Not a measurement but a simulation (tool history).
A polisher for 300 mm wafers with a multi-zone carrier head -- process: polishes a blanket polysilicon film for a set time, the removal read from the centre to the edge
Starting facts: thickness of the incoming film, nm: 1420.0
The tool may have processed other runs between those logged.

run  hour  flow of slurry (ml/min)  pressure of the head's centre zone  pressure of the head's middle zone  pressure of the head's edge zone  polishing time (s)  film removed at the wafer's centre (Å)  film removed at mid-radius (Å)  film removed at the wafer's edge (Å)
  1     0                      135                                   1                                   1                                 1                  55                                  4440.5                          4260.7                                4343.2
  2   7.2                      105                                   1                                   1                                 1                  55                                  4284.5                          4007.1                                4175.4
  3    13                      100                                0.97                                0.97                              0.98                  51                                  3683.7                          3528.5                                3807.8
  4  20.8                      120                                0.97                                0.97                              0.98                  51                                  3987.1                          3762.6                                3886.1
  5    26                      140                                0.97                                0.97                              0.98                  51                                    4034                            3846                                4038.5
  6    27                      140                                0.97                                1.02                              0.98                  51                                    4027                          4044.9                                4014.1
  7  28.2                      130                                0.94                                0.99                              0.96                  48                                  3584.7                          3614.4                                3710.2

For run 8, what comes out?
  8    29                      125                                0.93                                0.97                              0.94                  46                                       ?                               ?                                     ?

film removed at the wafer's centre (Å): 3419.2
film removed at mid-radius (Å): 3373.5
film removed at the wafer's edge (Å): 3475
